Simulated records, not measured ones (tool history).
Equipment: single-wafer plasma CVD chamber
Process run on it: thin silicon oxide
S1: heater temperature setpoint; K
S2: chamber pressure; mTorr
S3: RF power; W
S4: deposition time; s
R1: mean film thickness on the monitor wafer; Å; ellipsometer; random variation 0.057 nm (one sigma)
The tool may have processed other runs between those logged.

Run 1, hour 0: S1 673.15 K, S2 910 mTorr, S3 230 W, S4 6.68 s. Result: R1 114.99 Å.
Run 2, hour 7.4: S1 673.15 K, S2 910 mTorr, S3 230 W, S4 6.68 s. Result: R1 115.04 Å.
Run 3, hour 8.7: S1 673.15 K, S2 910 mTorr, S3 230 W, S4 6.37 s. Result: R1 110.18 Å.
Run 4, hour 14.5: S1 673.15 K, S2 955 mTorr, S3 230 W, S4 6.37 s. Result: R1 113.3 Å.
Run 5, hour 17.4: S1 673.15 K, S2 799 mTorr, S3 230 W, S4 6.37 s. Result: R1 100.02 Å.
Run 6, hour 25.6: S1 673.15 K, S2 799 mTorr, S3 230 W, S4 6.68 s. Result: R1 105.38 Å.
Run 7, hour 30.1: S1 673.15 K, S2 861 mTorr, S3 230 W, S4 6.68 s. Result: R1 111.3 Å.
Run 8, hour 39: S1 673.15 K, S2 911 mTorr, S3 230 W, S4 6.68 s. Result: R1 115.11 Å.
Run 9, hour 44.2: S1 673.15 K, S2 953 mTorr, S3 230 W, S4 6.68 s. Result: R1 119.73 Å.
Run 10, hour 53: S1 673.15 K, S2 985 mTorr, S3 230 W, S4 6.68 s. Result: R1 122.14 Å.
Run 11, hour 55.1: S1 673.15 K, S2 1014 mTorr, S3 230 W, S4 6.68 s. Result: R1 123.81 Å.

Expected results for the next run?
Run 12, hour 63.3: S1 673.15 K, S2 1043 mTorr, S3 230 W, S4 6.68 s. Result: R1 ?.

R1: 126.29 Å

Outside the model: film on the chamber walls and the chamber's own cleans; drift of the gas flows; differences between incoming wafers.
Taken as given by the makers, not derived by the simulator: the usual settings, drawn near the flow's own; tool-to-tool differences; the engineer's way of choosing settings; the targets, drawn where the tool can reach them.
